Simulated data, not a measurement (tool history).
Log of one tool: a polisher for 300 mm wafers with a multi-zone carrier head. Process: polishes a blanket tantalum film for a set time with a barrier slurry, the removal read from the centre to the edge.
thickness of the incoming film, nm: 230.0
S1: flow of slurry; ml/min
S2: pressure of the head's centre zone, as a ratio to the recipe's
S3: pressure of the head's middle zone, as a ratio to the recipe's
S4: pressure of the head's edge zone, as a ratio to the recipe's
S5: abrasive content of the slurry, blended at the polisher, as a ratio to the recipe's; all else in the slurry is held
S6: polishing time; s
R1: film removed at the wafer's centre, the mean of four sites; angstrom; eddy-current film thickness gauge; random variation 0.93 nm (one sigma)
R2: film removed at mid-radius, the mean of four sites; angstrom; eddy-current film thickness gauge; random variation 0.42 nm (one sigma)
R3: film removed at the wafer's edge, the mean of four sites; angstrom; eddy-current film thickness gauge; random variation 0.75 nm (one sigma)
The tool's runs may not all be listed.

| run | hour | S1 | S2 | S3 | S4 | S5 | S6 | R1 | R2 | R3 |
|---|---|---|---|---|---|---|---|---|---|---|
| 1 | 0 | 315 | 1 | 1 | 1 | 1 | 54 | 700.19 | 759.83 | 763.52 |
| 2 | 3.3 | 315 | 1.04 | 1 | 1 | 1 | 54 | 727.21 | 748.62 | 778.15 |
| 3 | 9.7 | 315 | 1.04 | 0.94 | 1 | 1 | 54 | 723.47 | 721.02 | 771.68 |
| 4 | 16.8 | 315 | 1.06 | 0.95 | 0.96 | 0.95 | 54 | 744.76 | 711.18 | 739.84 |
|  | 24.9 | centre zone pressure recalibrated |
| 5 | 24.9 | 310 | 1.05 | 0.94 | 0.93 | 0.95 | 54 | 779.64 | 707.57 | 732.07 |
| 6 | 31.3 | 310 | 1.03 | 0.94 | 0.92 | 0.9 | 54 | 746.19 | 689.05 | 728.83 |

Run 7 comes next. What will it give?
| 7 | 36.3 | 310 | 1.03 | 0.96 | 0.9 | 0.85 | 54 | ? | ? | ? |

R1: 749.8 angstrom
R2: 690.33 angstrom
R3: 693.77 angstrom
